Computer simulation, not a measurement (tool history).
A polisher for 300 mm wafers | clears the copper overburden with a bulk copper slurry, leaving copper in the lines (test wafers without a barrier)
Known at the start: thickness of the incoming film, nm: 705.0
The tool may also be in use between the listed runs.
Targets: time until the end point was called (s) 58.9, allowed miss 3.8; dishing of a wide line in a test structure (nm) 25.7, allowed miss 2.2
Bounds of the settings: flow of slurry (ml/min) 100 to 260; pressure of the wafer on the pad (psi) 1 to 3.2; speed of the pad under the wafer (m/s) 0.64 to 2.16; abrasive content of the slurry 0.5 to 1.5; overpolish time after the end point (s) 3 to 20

run	hour	flow of slurry (ml/min)	pressure of the wafer on the pad (psi)	speed of the pad under the wafer (m/s)	abrasive content of the slurry	overpolish time after the end point (s)	time until the end point was called (s)	dishing of a wide line in a test structure (nm)
1	0	165	2.1	1.4	1	10	70.915	56.683
2	2.8	170	1.8	1.62	1.05	8	68.683	51.73
3	5.4	170	1.5	1.62	1.05	8	76.632	45.721
4	12.5	170	1.5	1.88	1.05	8	67.072	50.284
5	21.1	185	1.4	1.96	0.95	7	69.113	43.942
6	25.1	150	1.4	1.96	0.95	7	69.777	43.214
7	25.9	135	1.5	2.02	0.8	6	67.285	39.014
8	31.1	125	1.6	2.06	0.7	5	68.995	36.981
# hour 38.6: head pressure recalibrated
9	38.6	120	1.4	2.08	0.85	4	73.459	25.423
10	46.2	125	1.5	2.1	0.9	4	71.626	27.763
11	48.3	120	1.7	2.12	1	4	63.838	29.702
12	54.2	100	1.6	2.16	1.25	3	66.276	22.87

Which of these 4 next moves meets every target?
A	60.1	125	1.5	2.04	1.15	5	?	?
B	60.1	120	1.7	2.16	1.25	3	?	?
C	60.1	120	1.7	1.82	1.25	5	?	?
D	60.1	110	1.5	2.16	1.2	4	?	?

move	time until the end point was called (s)	dishing of a wide line in a test structure (nm)
A	67.358	32.435
B	57.925	24.124
C	68.495	32.233
D	65.188	27.725
A: further off than the last run
B: meets every target
C: further off than the last run
D: nearer than the last run, and not there yet
The right move is B.
